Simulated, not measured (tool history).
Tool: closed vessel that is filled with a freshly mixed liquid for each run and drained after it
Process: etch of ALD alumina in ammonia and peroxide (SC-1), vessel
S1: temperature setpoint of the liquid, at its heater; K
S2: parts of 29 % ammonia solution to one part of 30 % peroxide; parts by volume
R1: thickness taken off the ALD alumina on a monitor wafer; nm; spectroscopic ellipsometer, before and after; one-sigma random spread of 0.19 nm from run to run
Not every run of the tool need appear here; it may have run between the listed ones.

{"run": 1, "hour": 0.0, "S1": 325.15, "S2": 0.7, "time in the liquid (s)": 1135, "R1": 72.497}
{"run": 2, "hour": 1.8, "S1": 325.15, "S2": 0.7, "time in the liquid (s)": 1220, "R1": 77.408}
{"run": 3, "hour": 5.4, "S1": 324.15, "S2": 0.7, "time in the liquid (s)": 1220, "R1": 73.318}
{"run": 4, "hour": 11.3, "S1": 324.15, "S2": 0.95, "time in the liquid (s)": 1220, "R1": 75.61}
{"run": 5, "hour": 18.8, "S1": 324.15, "S2": 0.95, "time in the liquid (s)": 1135, "R1": 70.603}
{"run": 6, "hour": 24.6, "S1": 319.15, "S2": 0.95, "time in the liquid (s)": 1135, "R1": 53.181}

Run 7 is up next; what results do you expect?
{"run": 7, "hour": 28.3, "S1": 318.65, "S2": 0.95, "time in the liquid (s)": 1135, "R1": "?"}

R1: 51.835 nm

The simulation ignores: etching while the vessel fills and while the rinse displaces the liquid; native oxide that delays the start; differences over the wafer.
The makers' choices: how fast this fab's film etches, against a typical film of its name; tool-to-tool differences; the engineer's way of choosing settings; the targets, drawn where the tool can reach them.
